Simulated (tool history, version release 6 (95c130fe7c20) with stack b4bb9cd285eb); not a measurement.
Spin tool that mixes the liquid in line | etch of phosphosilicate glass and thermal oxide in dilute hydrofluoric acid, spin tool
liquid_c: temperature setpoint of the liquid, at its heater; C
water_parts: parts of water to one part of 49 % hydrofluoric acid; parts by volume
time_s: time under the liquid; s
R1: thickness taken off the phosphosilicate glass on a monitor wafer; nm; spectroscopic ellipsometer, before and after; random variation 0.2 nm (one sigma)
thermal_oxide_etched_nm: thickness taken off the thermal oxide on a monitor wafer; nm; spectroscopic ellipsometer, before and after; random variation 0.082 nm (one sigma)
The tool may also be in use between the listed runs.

{"run": 1, "hour": 0.0, "liquid_c": 20.0, "water_parts": 225, "time_s": 30, "R1": 17.738, "thermal_oxide_etched_nm": 0.45581}
{"run": 2, "hour": 8.2, "liquid_c": 17.0, "water_parts": 225, "time_s": 30, "R1": 15.897, "thermal_oxide_etched_nm": 0.40835}
{"run": 3, "hour": 9.3, "liquid_c": 20.5, "water_parts": 195, "time_s": 30, "R1": 21.696, "thermal_oxide_etched_nm": 0.60751}
{"run": 4, "hour": 15.1, "liquid_c": 23.0, "water_parts": 175, "time_s": 30, "R1": 26.932, "thermal_oxide_etched_nm": 0.68545}
{"run": 5, "hour": 18.2, "liquid_c": 20.5, "water_parts": 175, "time_s": 30, "R1": 24.295, "thermal_oxide_etched_nm": 0.64411}
{"run": 6, "hour": 19.3, "liquid_c": 20.5, "water_parts": 255, "time_s": 30, "R1": 15.514, "thermal_oxide_etched_nm": 0.47615}
{"run": 7, "hour": 20.1, "liquid_c": 23.0, "water_parts": 215, "time_s": 30, "R1": 21.101, "thermal_oxide_etched_nm": 0.54896}
{"run": 8, "hour": 28.3, "liquid_c": 24.5, "water_parts": 190, "time_s": 30, "R1": 25.979, "thermal_oxide_etched_nm": 0.77729}

Run 9 comes next. What will it give?
{"run": 9, "hour": 36.5, "liquid_c": 25.5, "water_parts": 170, "time_s": 30, "R1": "?", "thermal_oxide_etched_nm": "?"}

R1: 30.404 nm
thermal_oxide_etched_nm: 0.70847 nm

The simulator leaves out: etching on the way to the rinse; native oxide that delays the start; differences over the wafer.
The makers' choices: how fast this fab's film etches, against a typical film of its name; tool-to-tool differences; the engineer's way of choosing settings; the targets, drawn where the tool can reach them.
